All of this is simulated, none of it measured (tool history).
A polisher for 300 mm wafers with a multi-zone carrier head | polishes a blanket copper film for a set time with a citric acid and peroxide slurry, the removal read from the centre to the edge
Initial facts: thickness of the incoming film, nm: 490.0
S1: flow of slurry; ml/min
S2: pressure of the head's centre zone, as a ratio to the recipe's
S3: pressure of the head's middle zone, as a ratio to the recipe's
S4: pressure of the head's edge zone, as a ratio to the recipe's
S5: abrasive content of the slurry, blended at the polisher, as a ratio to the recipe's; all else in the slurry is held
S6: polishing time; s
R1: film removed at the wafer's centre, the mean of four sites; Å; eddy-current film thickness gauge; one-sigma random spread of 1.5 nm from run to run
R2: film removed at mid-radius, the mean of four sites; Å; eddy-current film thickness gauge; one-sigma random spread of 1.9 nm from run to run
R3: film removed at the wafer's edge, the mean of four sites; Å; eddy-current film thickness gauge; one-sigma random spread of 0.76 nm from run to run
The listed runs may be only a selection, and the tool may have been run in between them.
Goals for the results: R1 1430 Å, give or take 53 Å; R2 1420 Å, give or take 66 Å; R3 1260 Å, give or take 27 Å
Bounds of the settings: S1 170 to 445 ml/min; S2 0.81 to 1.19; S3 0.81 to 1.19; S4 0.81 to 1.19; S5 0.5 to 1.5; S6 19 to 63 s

run 1 hour=0 | S1=285 S2=1 S3=1 S4=1 S5=1 S6=41 | R1=1226.8 R2=1172.1 R3=1183.1
run 2 hour=1.6 | S1=285 S2=1 S3=1 S4=1 S5=1.1 S6=41 | R1=1257.7 R2=1223.3 R3=1202.9
run 3 hour=4.2 | S1=285 S2=1 S3=1 S4=1 S5=1.1 S6=34 | R1=1014.2 R2=1007.2 R3=992.81
run 4 hour=5.3 | S1=285 S2=1 S3=1 S4=1.08 S5=1.1 S6=34 | R1=1025.5 R2=986.82 R3=1028.6
run 5 hour=13.4 | S1=245 S2=1 S3=1 S4=1.08 S5=1.1 S6=34 | R1=1003 R2=989.85 R3=1012.3
run 6 hour=19.5 | S1=255 S2=1.03 S3=1.04 S4=1.09 S5=1.2 S6=35 | R1=1078.1 R2=1059.3 R3=1083.7
run 7 hour=24.2 | S1=265 S2=1.07 S3=1.08 S4=1.05 S5=1.3 S6=36 | R1=1138 R2=1140.6 R3=1098.1
run 8 hour=31.7 | S1=280 S2=1.1 S3=1.11 S4=1.04 S5=1.35 S6=37 | R1=1239 R2=1241.4 R3=1152.1
run 9 hour=33 | S1=310 S2=1.12 S3=1.13 S4=1.05 S5=1.4 S6=37 | R1=1243.9 R2=1287.9 R3=1167
run 10 hour=35.9 | S1=310 S2=1.14 S3=1.13 S4=1.04 S5=1.45 S6=38 | R1=1328.1 R2=1298.6 R3=1202.8
run 11 hour=43 | S1=315 S2=1.15 S3=1.15 S4=1.04 S5=1.45 S6=38 | R1=1364.6 R2=1330.8 R3=1207.8
run 12 hour=49.5 | S1=325 S2=1.16 S3=1.16 S4=1.05 S5=1.45 S6=38 | R1=1348 R2=1353.7 R3=1210.1
run 13 hour=56.6 | S1=325 S2=1.17 S3=1.16 S4=1.05 S5=1.45 S6=38 | R1=1344.7 R2=1375.6 R3=1214
-- hour=64 edge zone pressure recalibrated
run 14 hour=64 | S1=325 S2=1.18 S3=1.16 S4=1.05 S5=1.45 S6=38 | R1=1349.7 R2=1334.5 R3=1252
run 15 hour=70.5 | S1=330 S2=1.18 S3=1.17 S4=1.04 S5=1.45 S6=38 | R1=1383.7 R2=1336.8 R3=1254.6
run 16 hour=74.6 | S1=325 S2=1.17 S3=1.18 S4=1.03 S5=1.45 S6=38 | R1=1337.5 R2=1386.3 R3=1253.8
run 17 hour=77.7 | S1=345 S2=1.17 S3=1.17 S4=1.05 S5=1.45 S6=38 | R1=1369.7 R2=1392.9 R3=1258.9
run 18 hour=78.3 | S1=350 S2=1.17 S3=1.17 S4=1.03 S5=1.45 S6=38 | R1=1360.5 R2=1367.4 R3=1258.9
run 19 hour=87 | S1=335 S2=1.18 S3=1.17 S4=1.03 S5=1.45 S6=38 | R1=1345.3 R2=1384.8 R3=1258.1
run 20 hour=93 | S1=335 S2=1.18 S3=1.18 S4=1.05 S5=1.45 S6=38 | R1=1337 R2=1364 R3=1255
run 21 hour=94.6 | S1=340 S2=1.18 S3=1.18 S4=1.03 S5=1.45 S6=38 | R1=1366.1 R2=1392.3 R3=1252.2
run 22 hour=95.5 | S1=340 S2=1.18 S3=1.18 S4=1.01 S5=1.45 S6=38 | R1=1350.9 R2=1364.9 R3=1236

Which one of the following 5 next-run settings gets every result inside its allowed miss? There is exactly one.
run A hour=96.4 | S1=390 S2=1.14 S3=1.19 S4=0.96 S5=1.1 S6=40 | R1=? R2=? R3=?
run B hour=96.4 | S1=320 S2=1.12 S3=1.19 S4=0.93 S5=1.5 S6=38 | R1=? R2=? R3=?
run C hour=96.4 | S1=435 S2=1.11 S3=1.19 S4=1.01 S5=1.45 S6=36 | R1=? R2=? R3=?
run D hour=96.4 | S1=350 S2=1.19 S3=1.17 S4=0.98 S5=1.5 S6=39 | R1=? R2=? R3=?
run E hour=96.4 | S1=415 S2=1.19 S3=1.07 S4=1.1 S5=0.65 S6=44 | R1=? R2=? R3=?

move=A R1=1323.7 R2=1414.4 R3=1201.6
move=B R1=1312.6 R2=1419.6 R3=1192.4
move=C R1=1260.4 R2=1366.6 R3=1187.6
move=D R1=1407.4 R2=1447.7 R3=1262.2
move=E R1=1334.1 R2=1275.7 R3=1263.5
A: its largest miss is bigger than the last run's
B: its largest miss is bigger than the last run's
C: its largest miss is bigger than the last run's
D: all results in spec
E: its largest miss is bigger than the last run's
Move D is the one to make.

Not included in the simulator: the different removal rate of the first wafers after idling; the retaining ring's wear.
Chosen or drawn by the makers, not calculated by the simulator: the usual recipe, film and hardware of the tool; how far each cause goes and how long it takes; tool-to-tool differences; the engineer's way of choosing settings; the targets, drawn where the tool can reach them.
